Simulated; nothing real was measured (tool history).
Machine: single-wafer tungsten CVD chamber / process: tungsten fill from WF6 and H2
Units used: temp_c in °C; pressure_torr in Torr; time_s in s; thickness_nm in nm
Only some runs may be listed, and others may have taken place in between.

| run | hour | temp_c | pressure_torr | time_s | thickness_nm |
|---|---|---|---|---|---|
| 1 | 0 | 375 | 39.2 | 18.1 | 39.705 |
| 2 | 6.3 | 372 | 39.1 | 18.1 | 36.922 |
| 3 | 14.9 | 372 | 39.1 | 17.2 | 35.057 |
| 4 | 19.9 | 381 | 39.1 | 17.2 | 42.882 |
| 5 | 23.5 | 377 | 39 | 17.2 | 39.427 |
| 6 | 30.5 | 377 | 43.4 | 17.2 | 41.369 |

Forecast run 7:
| 7 | 33.7 | 374 | 43.3 | 17.2 | ? |

thickness_nm: 38.646 nm

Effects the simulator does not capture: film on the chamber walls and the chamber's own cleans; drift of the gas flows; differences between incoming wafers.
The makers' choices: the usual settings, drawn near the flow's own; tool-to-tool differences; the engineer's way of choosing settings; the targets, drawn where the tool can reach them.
